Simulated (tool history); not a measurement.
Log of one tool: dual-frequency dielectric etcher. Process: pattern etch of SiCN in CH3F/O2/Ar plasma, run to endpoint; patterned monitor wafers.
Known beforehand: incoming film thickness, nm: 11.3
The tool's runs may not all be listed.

run	day	source power (W)	bias power (W)	endpoint time (s)
1	0	540	68	27.774
2	0.071	560	69	27.236
3	0.429	580	70	26.708
4	0.792	580	63	27.571
5	1.067	600	64	26.935
6	1.183	620	65	27.023
7	1.471	640	67	26.144

For run 8, what comes out?
8	1.529	650	68	?

endpoint time (s): 25.487
